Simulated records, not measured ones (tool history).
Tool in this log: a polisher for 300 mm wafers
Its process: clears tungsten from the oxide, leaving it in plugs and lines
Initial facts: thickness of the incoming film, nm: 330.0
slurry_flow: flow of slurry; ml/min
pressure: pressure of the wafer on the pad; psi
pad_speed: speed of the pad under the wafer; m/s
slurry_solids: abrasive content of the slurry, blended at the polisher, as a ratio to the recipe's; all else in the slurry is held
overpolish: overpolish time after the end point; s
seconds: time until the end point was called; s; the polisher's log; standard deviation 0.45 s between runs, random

run	day	slurry_flow	pressure	pad_speed	slurry_solids	overpolish	seconds
1	0	310	4.3	1.12	1	13	64.9
2	0.075	310	4.3	1.12	0.85	13	66.729
3	0.238	310	4.3	1.12	0.85	14	66.697
4	0.538	310	4.3	1.36	0.85	14	55.753
5	0.85	310	5.1	1.36	0.85	14	47.851
6	0.983	310	5.1	1.36	1	14	45.575
7	1.25	310	5.1	1.36	1	14	46.282
8	1.562	310	5.5	1.38	1	14	41.773
9	1.621	310	5.8	1.38	1	14	39.872
10	1.908	310	6	1.38	1	14	39.026

Run 11, settings as shown, results not yet in. Your forecast:
11	2.267	310	6.2	1.38	1	14	?

{"run 11": {"seconds": 36.748}}
